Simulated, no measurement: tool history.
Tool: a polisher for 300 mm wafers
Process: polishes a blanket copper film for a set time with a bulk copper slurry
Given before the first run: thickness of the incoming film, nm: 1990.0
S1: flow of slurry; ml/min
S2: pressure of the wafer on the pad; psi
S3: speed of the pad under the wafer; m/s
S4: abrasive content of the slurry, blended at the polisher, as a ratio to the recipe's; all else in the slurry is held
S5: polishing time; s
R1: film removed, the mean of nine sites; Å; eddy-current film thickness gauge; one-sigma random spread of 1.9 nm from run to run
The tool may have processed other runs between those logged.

{"run": 1, "hour": 0.0, "S1": 205, "S2": 2.6, "S3": 0.96, "S4": 1.0, "S5": 46, "R1": 4193.2}
{"run": 2, "hour": 3.4, "S1": 230, "S2": 2.6, "S3": 0.96, "S4": 1.0, "S5": 46, "R1": 4300.9}
{"run": 3, "hour": 9.2, "S1": 220, "S2": 2.2, "S3": 0.92, "S4": 1.0, "S5": 46, "R1": 3601.4}
{"run": 4, "hour": 17.3, "S1": 220, "S2": 2.0, "S3": 0.92, "S4": 1.0, "S5": 46, "R1": 3341.8}
{"run": 5, "hour": 19.8, "S1": 220, "S2": 1.6, "S3": 0.92, "S4": 1.0, "S5": 46, "R1": 2833.0}
{"run": 6, "hour": 25.3, "S1": 210, "S2": 1.5, "S3": 0.9, "S4": 1.0, "S5": 46, "R1": 2667.6}

For run 7, what comes out?
{"run": 7, "hour": 28.5, "S1": 200, "S2": 1.4, "S3": 0.88, "S4": 1.0, "S5": 46, "R1": "?"}

For run 7 the tool returned R1 2497.9 Å.
